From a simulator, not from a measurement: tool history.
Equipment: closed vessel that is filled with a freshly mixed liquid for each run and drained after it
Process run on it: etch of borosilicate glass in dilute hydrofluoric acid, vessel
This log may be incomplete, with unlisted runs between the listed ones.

run	hour	temperature setpoint of the liquid (C)	parts of water to one part of 49 % hydrofluoric acid (parts by volume)	time in the liquid (s)	thickness taken off the borosilicate glass on a monitor wafer (angstrom)
1	0.0	25.0	135	100	221.96
2	7.7	24.5	140	100	202.40
3	8.3	24.0	140	100	200.73
4	15.4	23.5	145	100	190.28
5	24.0	23.5	145	100	191.16
6	28.5	23.5	145	110	207.58
7	31.2	19.5	190	110	129.78

Predict the results of run 8:
8	38.9	18.5	190	110	?

thickness taken off the borosilicate glass on a monitor wafer (angstrom): 125.18
